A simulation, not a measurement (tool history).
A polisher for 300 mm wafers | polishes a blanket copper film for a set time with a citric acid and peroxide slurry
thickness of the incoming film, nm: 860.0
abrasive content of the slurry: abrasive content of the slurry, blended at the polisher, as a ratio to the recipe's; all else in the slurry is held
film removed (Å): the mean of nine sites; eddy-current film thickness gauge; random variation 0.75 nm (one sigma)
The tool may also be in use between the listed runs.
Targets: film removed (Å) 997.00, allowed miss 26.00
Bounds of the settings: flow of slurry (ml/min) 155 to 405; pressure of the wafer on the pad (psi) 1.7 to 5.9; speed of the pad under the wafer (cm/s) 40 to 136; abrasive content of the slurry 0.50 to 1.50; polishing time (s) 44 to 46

run	day	flow of slurry (ml/min)	pressure of the wafer on the pad (psi)	speed of the pad under the wafer (cm/s)	abrasive content of the slurry	polishing time (s)	film removed (Å)
1	0.000	260	3.8	88	1.00	44	1139.60
2	0.183	260	4.2	88	1.00	44	1212.60
3	0.500	260	4.2	88	1.00	46	1267.00
4	0.867	260	4.2	88	1.00	44	1203.80
5	1.100	260	4.2	88	1.00	46	1266.40
6	1.396	260	4.2	88	1.15	46	1282.70
7	1.746	260	4.0	88	1.15	46	1245.30
8	1.962	260	3.8	88	1.15	46	1217.30
9	2.112	260	3.6	88	1.15	46	1155.90
10	2.171	260	3.6	88	1.15	46	1154.30
11	2.246	260	3.5	88	1.15	46	1135.50
12	2.467	260	3.4	88	1.15	46	1109.00
13	2.833	260	3.3	88	1.15	46	1087.10
14	2.925	260	3.2	88	1.15	46	1060.10

Which of these 4 next moves meets every target?
A	3.017	290	3.1	86	1.45	44	?
B	3.017	315	3.4	86	1.05	46	?
C	3.017	295	3.2	92	1.10	44	?
D	3.017	210	3.7	86	1.00	44	?

move	film removed (Å)
A	995.16
B	1069.00
C	1046.00
D	1049.80
A: meets every target
B: further off than the last run
C: nearer than the last run, and not there yet
D: nearer than the last run, and not there yet
The right move is A.

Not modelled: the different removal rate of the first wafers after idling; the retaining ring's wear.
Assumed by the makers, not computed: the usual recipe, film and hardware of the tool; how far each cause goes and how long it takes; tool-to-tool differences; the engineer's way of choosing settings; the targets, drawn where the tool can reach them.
